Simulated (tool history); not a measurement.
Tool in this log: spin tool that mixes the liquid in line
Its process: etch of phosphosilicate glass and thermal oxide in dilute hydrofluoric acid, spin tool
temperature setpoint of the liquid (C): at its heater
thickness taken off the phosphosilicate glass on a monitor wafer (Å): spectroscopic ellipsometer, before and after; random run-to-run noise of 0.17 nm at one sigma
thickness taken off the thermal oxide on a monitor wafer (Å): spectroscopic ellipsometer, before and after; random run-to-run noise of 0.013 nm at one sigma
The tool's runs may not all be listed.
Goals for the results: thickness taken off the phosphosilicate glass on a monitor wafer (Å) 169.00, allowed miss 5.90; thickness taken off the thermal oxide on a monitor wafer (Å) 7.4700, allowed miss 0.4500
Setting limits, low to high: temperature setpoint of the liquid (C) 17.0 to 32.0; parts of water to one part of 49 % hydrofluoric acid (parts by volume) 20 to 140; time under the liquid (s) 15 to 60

| run | hour | temperature setpoint of the liquid (C) | parts of water to one part of 49 % hydrofluoric acid (parts by volume) | time under the liquid (s) | thickness taken off the phosphosilicate glass on a monitor wafer (Å) | thickness taken off the thermal oxide on a monitor wafer (Å) |
|---|---|---|---|---|---|---|
| 1 | 0.0 | 24.0 | 75 | 30 | 372.64 | 16.8410 |
| 2 | 0.8 | 22.5 | 85 | 30 | 303.13 | 13.4520 |
| 3 | 1.9 | 21.5 | 90 | 30 | 277.29 | 12.1930 |
| 4 | 9.6 | 21.5 | 100 | 30 | 239.14 | 10.7770 |
| 5 | 16.0 | 18.5 | 100 | 30 | 219.21 | 9.1652 |
| 6 | 18.2 | 19.0 | 105 | 30 | 207.82 | 9.0920 |
| 7 | 24.2 | 19.0 | 110 | 30 | 195.00 | 8.6678 |
| 8 | 26.4 | 18.5 | 110 | 30 | 193.63 | 8.7494 |
| 9 | 27.8 | 18.0 | 110 | 30 | 191.79 | 8.4927 |
| 10 | 35.2 | 17.5 | 110 | 30 | 187.01 | 8.2307 |
|  | 37.0 | hydrofluoric acid flow meter replaced |
| 11 | 37.0 | 17.0 | 115 | 30 | 194.17 | 8.8967 |
| 12 | 38.4 | 17.0 | 115 | 25 | 160.78 | 6.8466 |

Of the 4 settings listed for the next run, only one would bring every result within its allowed miss of target. Which one?
| A | 39.8 | 17.5 | 100 | 20 | ? | ? |
| B | 39.8 | 17.0 | 110 | 25 | ? | ? |
| C | 39.8 | 17.0 | 75 | 15 | ? | ? |
| D | 39.8 | 18.0 | 80 | 15 | ? | ? |

| move | thickness taken off the phosphosilicate glass on a monitor wafer (Å) | thickness taken off the thermal oxide on a monitor wafer (Å) |
|---|---|---|
| A | 153.89 | 6.8000 |
| B | 169.48 | 7.4887 |
| C | 154.73 | 6.8371 |
| D | 150.55 | 6.6523 |
A: its largest miss is bigger than the last run's
B: hits every target within its allowed miss
C: its largest miss is bigger than the last run's
D: its largest miss is bigger than the last run's
B is the move that brings every result within its allowed miss.
